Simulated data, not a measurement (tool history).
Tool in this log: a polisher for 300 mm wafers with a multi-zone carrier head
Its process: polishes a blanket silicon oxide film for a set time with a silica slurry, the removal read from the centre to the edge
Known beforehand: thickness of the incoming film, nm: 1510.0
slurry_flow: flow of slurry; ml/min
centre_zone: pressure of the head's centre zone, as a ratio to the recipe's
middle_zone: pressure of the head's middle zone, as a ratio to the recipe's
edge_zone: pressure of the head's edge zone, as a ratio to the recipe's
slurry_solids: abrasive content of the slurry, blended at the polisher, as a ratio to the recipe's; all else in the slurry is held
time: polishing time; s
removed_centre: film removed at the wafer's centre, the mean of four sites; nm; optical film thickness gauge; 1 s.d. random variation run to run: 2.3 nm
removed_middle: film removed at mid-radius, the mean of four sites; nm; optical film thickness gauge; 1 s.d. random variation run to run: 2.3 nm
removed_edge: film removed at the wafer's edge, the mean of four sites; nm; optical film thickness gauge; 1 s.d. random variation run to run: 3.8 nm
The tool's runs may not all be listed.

run 1 day=0 | slurry_flow=270 centre_zone=1 middle_zone=1 edge_zone=1 slurry_solids=1 time=51 | removed_centre=182.68 removed_middle=184.16 removed_edge=179.06
run 2 day=0.342 | slurry_flow=275 centre_zone=1.02 middle_zone=1.01 edge_zone=1.03 slurry_solids=1.1 time=52 | removed_centre=200.28 removed_middle=199.9 removed_edge=197.37
run 3 day=0.629 | slurry_flow=285 centre_zone=1.05 middle_zone=1.03 edge_zone=1.05 slurry_solids=1.15 time=53 | removed_centre=210.78 removed_middle=206.87 removed_edge=208.95
run 4 day=0.962 | slurry_flow=285 centre_zone=1.05 middle_zone=1.03 edge_zone=1.05 slurry_solids=1.05 time=53 | removed_centre=205.8 removed_middle=199.63 removed_edge=193.15
run 5 day=1.242 | slurry_flow=285 centre_zone=1.05 middle_zone=1.03 edge_zone=1.12 slurry_solids=1.05 time=53 | removed_centre=204.08 removed_middle=202.29 removed_edge=204.47
run 6 day=1.608 | slurry_flow=285 centre_zone=1.05 middle_zone=1.03 edge_zone=1.19 slurry_solids=1.05 time=53 | removed_centre=204.08 removed_middle=200.8 removed_edge=213.42
run 7 day=1.983 | slurry_flow=295 centre_zone=1.08 middle_zone=1.05 edge_zone=1.18 slurry_solids=1.15 time=54 | removed_centre=223.78 removed_middle=213.6 removed_edge=218.99
run 8 day=2.2 | slurry_flow=295 centre_zone=1.09 middle_zone=1.06 edge_zone=1.18 slurry_solids=1.2 time=56 | removed_centre=233.98 removed_middle=224.13 removed_edge=240.76
run 9 day=2.429 | slurry_flow=310 centre_zone=1.11 middle_zone=1.08 edge_zone=1.16 slurry_solids=1.25 time=57 | removed_centre=251.39 removed_middle=239.7 removed_edge=243.7
run 10 day=2.8 | slurry_flow=315 centre_zone=1.12 middle_zone=1.09 edge_zone=1.16 slurry_solids=1.3 time=58 | removed_centre=261.82 removed_middle=248.87 removed_edge=243.62
run 11 day=2.95 | slurry_flow=310 centre_zone=1.13 middle_zone=1.09 edge_zone=1.16 slurry_solids=1.35 time=59 | removed_centre=277.26 removed_middle=254.03 removed_edge=255.04
run 12 day=3.271 | slurry_flow=310 centre_zone=1.13 middle_zone=1.1 edge_zone=1.16 slurry_solids=1.4 time=60 | removed_centre=279.7 removed_middle=262.21 removed_edge=256.39
run 13 day=3.342 | slurry_flow=320 centre_zone=1.13 middle_zone=1.1 edge_zone=1.17 slurry_solids=1.4 time=61 | removed_centre=284.7 removed_middle=266.63 removed_edge=267.39
run 14 day=3.442 | slurry_flow=320 centre_zone=1.14 middle_zone=1.11 edge_zone=1.17 slurry_solids=1.4 time=62 | removed_centre=295.73 removed_middle=273.79 removed_edge=274.92

Forecast run 15:
-- day=3.817 worn pad replaced by a new one
run 15 day=3.817 | slurry_flow=325 centre_zone=1.14 middle_zone=1.12 edge_zone=1.17 slurry_solids=1.4 time=62 | removed_centre=? removed_middle=? removed_edge=?

Run 15 came out at removed_centre 342.08 nm, removed_middle 325.07 nm, removed_edge 311.62 nm.
